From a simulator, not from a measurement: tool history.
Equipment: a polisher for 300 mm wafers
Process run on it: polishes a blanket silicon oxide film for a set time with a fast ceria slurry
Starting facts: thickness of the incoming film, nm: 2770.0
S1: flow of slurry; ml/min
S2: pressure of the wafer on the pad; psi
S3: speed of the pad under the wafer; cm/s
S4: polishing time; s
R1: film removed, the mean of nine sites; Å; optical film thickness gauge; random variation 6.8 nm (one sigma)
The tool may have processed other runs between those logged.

run	hour	S1	S2	S3	S4	R1
1	0	305	1.7	92	48	4204.7
2	3.2	305	1.7	92	48	4113.9
3	7.1	305	1.5	92	48	3826.3
4	13.2	305	1.7	94	48	4289.6
5	14.6	305	1.7	78	48	3633.3
6	16	375	1.7	78	48	3632.6
7	22.6	375	1.9	80	48	4116.1

What does the tool deliver on the next run?
8	28.3	375	2.1	80	48	?

R1: 4420.2 Å
